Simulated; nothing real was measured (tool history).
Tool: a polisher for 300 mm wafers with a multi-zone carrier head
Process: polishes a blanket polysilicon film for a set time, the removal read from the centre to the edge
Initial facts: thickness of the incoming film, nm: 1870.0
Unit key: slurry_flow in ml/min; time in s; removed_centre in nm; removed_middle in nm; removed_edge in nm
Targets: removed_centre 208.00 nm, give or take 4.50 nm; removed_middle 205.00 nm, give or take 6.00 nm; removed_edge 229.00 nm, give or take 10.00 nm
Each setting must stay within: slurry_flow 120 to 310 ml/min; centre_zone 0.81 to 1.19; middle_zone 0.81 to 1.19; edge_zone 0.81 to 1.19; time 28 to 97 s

run,hour,slurry_flow,centre_zone,middle_zone,edge_zone,time,removed_centre,removed_middle,removed_edge
1,0.0,200,1.00,1.00,1.00,62,399.76,396.03,397.15
2,3.3,200,1.00,0.96,1.00,62,399.13,379.50,400.44
3,4.1,200,1.00,0.96,1.06,62,397.32,381.16,404.71
4,9.0,200,1.03,0.96,1.06,62,410.22,388.05,410.39
5,15.0,200,1.03,1.02,1.06,62,413.44,401.44,406.17
6,21.2,200,1.03,0.97,1.06,62,410.55,389.48,404.58
7,27.0,195,1.01,0.96,1.04,58,375.12,359.03,372.56
8,30.4,190,0.99,0.94,1.05,55,346.28,334.21,351.52
9,31.9,185,0.98,0.92,1.05,52,323.56,312.88,332.63
10,36.1,180,0.97,0.91,1.05,50,309.24,294.84,315.56
11,36.8,175,0.95,0.90,1.05,48,286.60,284.17,301.78
12,41.7,175,0.94,0.89,1.06,46,273.22,264.69,302.17
13,50.5,170,0.93,0.88,1.04,45,261.06,256.00,287.30
14,58.1,165,0.92,0.87,1.02,44,251.48,246.87,279.31
15,63.4,165,0.92,0.87,1.00,43,246.89,245.24,275.31
16,69.8,165,0.92,0.87,0.99,42,240.45,236.69,258.16
17,75.9,160,0.91,0.86,0.98,42,237.11,237.14,264.32

5 next moves are on the table. One of them brings every result within its allowed miss. Which?
A,82.0,160,0.96,0.84,0.99,37,?,?,?
B,82.0,145,0.83,1.07,0.94,45,?,?,?
C,82.0,140,0.92,0.85,0.98,38,?,?,?
D,82.0,235,1.19,1.17,0.91,36,?,?,?
E,82.0,185,1.04,1.09,1.00,33,?,?,?

move,removed_centre,removed_middle,removed_edge
A,218.05,201.46,226.62
B,223.76,278.51,264.25
C,207.43,202.29,226.73
D,283.31,256.64,221.33
E,217.70,216.78,206.66
A: nearer the targets than the last run, but a result is still out of spec
B: the biggest miss grows against the last run
C: every result within its allowed miss
D: the biggest miss grows against the last run
E: nearer the targets than the last run, but a result is still out of spec
Move C is the one to make.
